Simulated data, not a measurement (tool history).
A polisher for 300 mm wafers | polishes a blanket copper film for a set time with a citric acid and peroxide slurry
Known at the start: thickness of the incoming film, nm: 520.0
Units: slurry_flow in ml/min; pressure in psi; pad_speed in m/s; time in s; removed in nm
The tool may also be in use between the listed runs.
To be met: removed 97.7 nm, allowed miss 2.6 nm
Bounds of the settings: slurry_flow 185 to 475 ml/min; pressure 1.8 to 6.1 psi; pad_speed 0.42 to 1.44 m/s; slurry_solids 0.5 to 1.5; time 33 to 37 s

| run | day | slurry_flow | pressure | pad_speed | slurry_solids | time | removed |
|---|---|---|---|---|---|---|---|
| 1 | 0 | 305 | 3.9 | 0.92 | 1 | 37 | 80.931 |
| 2 | 0.083 | 305 | 3.9 | 0.92 | 0.95 | 37 | 81.796 |
| 3 | 0.192 | 305 | 4 | 0.92 | 0.95 | 37 | 84.157 |
| 4 | 0.421 | 305 | 4 | 0.92 | 0.85 | 37 | 81.645 |
| 5 | 0.579 | 305 | 4 | 0.92 | 0.85 | 37 | 81.096 |
| 6 | 0.721 | 305 | 4 | 0.92 | 0.85 | 37 | 80.725 |
| 7 | 0.988 | 305 | 4.1 | 0.92 | 0.85 | 37 | 82.974 |
| 8 | 1.183 | 305 | 4.1 | 0.92 | 0.85 | 37 | 83.054 |

5 next moves are on the table. One of them brings every result within its allowed miss. Which?
| A | 1.379 | 275 | 4.1 | 1.08 | 0.7 | 37 | ? |
| B | 1.379 | 295 | 3.8 | 0.98 | 0.6 | 35 | ? |
| C | 1.379 | 300 | 4.4 | 1.02 | 0.9 | 37 | ? |
| D | 1.379 | 290 | 4.7 | 0.94 | 0.85 | 35 | ? |
| E | 1.379 | 295 | 4.7 | 0.94 | 0.9 | 34 | ? |

| move | removed |
|---|---|
| A | 88.688 |
| B | 71.086 |
| C | 96.29 |
| D | 90.204 |
| E | 88.74 |
A: nearer than the last run, and not there yet
B: further off than the last run
C: meets every target
D: nearer than the last run, and not there yet
E: nearer than the last run, and not there yet
Answer: C
